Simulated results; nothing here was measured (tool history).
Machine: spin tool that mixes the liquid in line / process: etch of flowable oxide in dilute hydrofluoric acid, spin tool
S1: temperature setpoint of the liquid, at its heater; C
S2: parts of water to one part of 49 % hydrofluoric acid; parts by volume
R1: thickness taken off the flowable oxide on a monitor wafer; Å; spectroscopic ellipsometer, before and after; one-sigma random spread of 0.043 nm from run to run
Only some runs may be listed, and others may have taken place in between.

run 1 hour=0.0 | S1=22.0 S2=220 time_under_the_liquid_(s)=50 | R1=102.620
run 2 hour=7.6 | S1=22.0 S2=275 time_under_the_liquid_(s)=50 | R1=78.058
run 3 hour=10.7 | S1=21.0 S2=280 time_under_the_liquid_(s)=50 | R1=73.045
run 4 hour=12.3 | S1=21.0 S2=280 time_under_the_liquid_(s)=50 | R1=74.257
run 5 hour=17.0 | S1=20.0 S2=285 time_under_the_liquid_(s)=50 | R1=68.926
run 6 hour=25.1 | S1=19.5 S2=285 time_under_the_liquid_(s)=50 | R1=67.495
run 7 hour=29.0 | S1=19.0 S2=285 time_under_the_liquid_(s)=50 | R1=67.371

Forecast run 8:
run 8 hour=38.0 | S1=18.5 S2=290 time_under_the_liquid_(s)=50 | R1=?

R1: 63.719 Å

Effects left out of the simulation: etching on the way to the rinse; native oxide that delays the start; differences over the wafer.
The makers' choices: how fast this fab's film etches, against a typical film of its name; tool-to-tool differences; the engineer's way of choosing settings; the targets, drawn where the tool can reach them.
